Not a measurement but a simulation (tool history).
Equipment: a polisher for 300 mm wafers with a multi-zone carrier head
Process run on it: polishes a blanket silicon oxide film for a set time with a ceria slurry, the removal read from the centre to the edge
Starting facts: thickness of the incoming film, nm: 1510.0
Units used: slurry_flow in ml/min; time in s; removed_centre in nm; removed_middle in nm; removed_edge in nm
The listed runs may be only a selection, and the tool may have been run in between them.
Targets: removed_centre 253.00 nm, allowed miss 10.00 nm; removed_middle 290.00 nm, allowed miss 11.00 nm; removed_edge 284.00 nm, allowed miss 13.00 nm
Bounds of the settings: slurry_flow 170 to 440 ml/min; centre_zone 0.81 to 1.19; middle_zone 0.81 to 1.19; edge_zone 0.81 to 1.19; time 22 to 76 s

run	day	slurry_flow	centre_zone	middle_zone	edge_zone	time	removed_centre	removed_middle	removed_edge
1	0.000	280	1.00	1.00	1.00	49	350.09	356.76	347.24
2	0.354	275	0.97	0.99	0.99	48	335.89	351.48	343.54
3	0.462	275	0.97	0.99	0.99	58	390.83	418.21	413.48
4	0.783	275	0.97	0.99	0.93	58	397.29	425.79	402.48
5	1.121	275	0.97	1.06	0.93	58	406.24	453.35	397.08
6	1.421	275	0.97	1.06	0.93	48	321.71	379.84	327.63
7	1.608	275	0.96	1.04	0.93	47	325.62	357.72	319.79
8	1.750	270	0.94	1.03	0.93	46	309.81	351.41	322.51
9	1.896	270	0.93	1.02	0.93	45	294.57	345.46	307.03
10	2.046	270	0.92	1.00	0.93	44	287.41	330.07	295.84
11	2.421	270	0.92	1.00	0.93	44	286.26	330.82	306.07
12	2.546	270	0.91	0.99	0.92	43	273.65	314.13	293.89
13	2.850	270	0.90	0.98	0.92	43	276.37	306.51	292.19
14	3.146	270	0.89	0.98	0.92	43	269.51	309.77	294.09

Below are 4 possible settings for the next run. Only one of them brings all results inside the allowed miss of their targets. Which is it?
A	3.442	280	0.91	0.89	0.86	39	?	?	?
B	3.442	320	0.89	0.96	0.94	37	?	?	?
C	3.442	315	0.85	1.06	0.96	44	?	?	?
D	3.442	325	0.86	0.93	0.92	41	?	?	?

move	removed_centre	removed_middle	removed_edge
A	251.33	265.48	265.11
B	236.21	271.31	264.00
C	267.97	350.45	316.34
D	253.14	293.18	290.01
A: carries the result that was furthest off beyond its target, to the other side
B: carries the result that was furthest off beyond its target, to the other side
C: further off than the last run
D: hits every target within its allowed miss
D is the move that brings every result within its allowed miss.

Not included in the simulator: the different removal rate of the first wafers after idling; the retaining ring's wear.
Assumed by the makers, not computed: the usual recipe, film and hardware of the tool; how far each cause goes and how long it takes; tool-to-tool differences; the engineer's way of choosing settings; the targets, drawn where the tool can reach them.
